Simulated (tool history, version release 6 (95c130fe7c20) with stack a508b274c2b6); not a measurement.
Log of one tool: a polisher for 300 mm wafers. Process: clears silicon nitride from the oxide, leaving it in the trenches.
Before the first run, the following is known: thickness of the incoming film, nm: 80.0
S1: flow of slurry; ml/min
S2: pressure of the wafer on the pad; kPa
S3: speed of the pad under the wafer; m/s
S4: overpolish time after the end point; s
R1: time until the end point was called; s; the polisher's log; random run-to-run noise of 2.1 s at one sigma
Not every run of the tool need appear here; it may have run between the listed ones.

Run 1, day 0: S1 200 ml/min, S2 16.5 kPa, S3 1.04 m/s, S4 3 s. Result: R1 117.58 s.
Run 2, day 0.212: S1 200 ml/min, S2 16.5 kPa, S3 0.84 m/s, S4 3 s. Result: R1 144.89 s.
Run 3, day 0.242: S1 200 ml/min, S2 16.5 kPa, S3 0.84 m/s, S4 3 s. Result: R1 143.75 s.
Run 4, day 0.375: S1 225 ml/min, S2 16.5 kPa, S3 0.84 m/s, S4 3 s. Result: R1 139.86 s.
Run 5, day 0.708: S1 215 ml/min, S2 15.9 kPa, S3 0.84 m/s, S4 3 s. Result: R1 148.2 s.
Run 6, day 0.912: S1 210 ml/min, S2 15.2 kPa, S3 0.84 m/s, S4 3 s. Result: R1 154.77 s.

What does the tool deliver on the next run?
At day 1.125: head pressure recalibrated.
Run 7, day 1.125: S1 205 ml/min, S2 14.5 kPa, S3 0.84 m/s, S4 3 s. Result: R1 ?.

{"run 7": {"R1": 148.86}}
